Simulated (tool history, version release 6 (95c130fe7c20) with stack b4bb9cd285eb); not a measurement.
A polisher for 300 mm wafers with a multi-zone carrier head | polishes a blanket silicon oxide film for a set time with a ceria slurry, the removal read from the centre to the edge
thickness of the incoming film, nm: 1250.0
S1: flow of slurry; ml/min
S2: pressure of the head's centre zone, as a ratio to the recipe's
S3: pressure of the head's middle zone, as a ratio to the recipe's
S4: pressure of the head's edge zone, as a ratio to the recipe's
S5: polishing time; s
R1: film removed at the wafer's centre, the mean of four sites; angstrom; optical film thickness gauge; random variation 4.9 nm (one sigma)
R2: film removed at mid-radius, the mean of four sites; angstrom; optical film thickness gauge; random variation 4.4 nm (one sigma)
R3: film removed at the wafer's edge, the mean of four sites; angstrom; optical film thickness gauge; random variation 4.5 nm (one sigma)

run	day	S1	S2	S3	S4	S5	R1	R2	R3
1	0	145	1	1	1	35	2704.5	2652	2682.9
2	0.092	145	1	0.99	1.02	36	2773.5	2663.9	2709.8
3	0.312	145	1	0.99	1.02	31	2372	2366.2	2397.8
4	0.642	145	1	0.95	1.02	31	2389.2	2248.1	2373.7
5	0.796	165	1	0.95	1.02	31	2450.2	2340.1	2400.3
6	1.104	160	0.99	0.95	1.03	33	2509.9	2398.4	2603.8
7	1.15	160	0.99	0.95	1.03	33	2520.3	2486.4	2596
8	1.279	160	0.99	0.94	1.04	34	2597.3	2444.2	2703
9	1.412	165	0.99	0.95	1.05	35	2729.4	2605.2	2803.5
10	1.55	165	0.99	0.95	1.06	36	2790.7	2653.2	2888.1
11	1.783	165	0.99	0.95	1.07	37	2901	2811.4	2945.4
12	1.9	165	0.99	0.94	1.07	38	2968	2733.3	3077.8
13	2.054	170	0.99	0.94	1.08	38	2959.8	2805.5	3073.6

Run 14 comes next. What will it give?
14	2.221	170	0.99	0.94	1.09	38	?	?	?

R1: 2987.8 angstrom
R2: 2838 angstrom
R3: 3061.3 angstrom

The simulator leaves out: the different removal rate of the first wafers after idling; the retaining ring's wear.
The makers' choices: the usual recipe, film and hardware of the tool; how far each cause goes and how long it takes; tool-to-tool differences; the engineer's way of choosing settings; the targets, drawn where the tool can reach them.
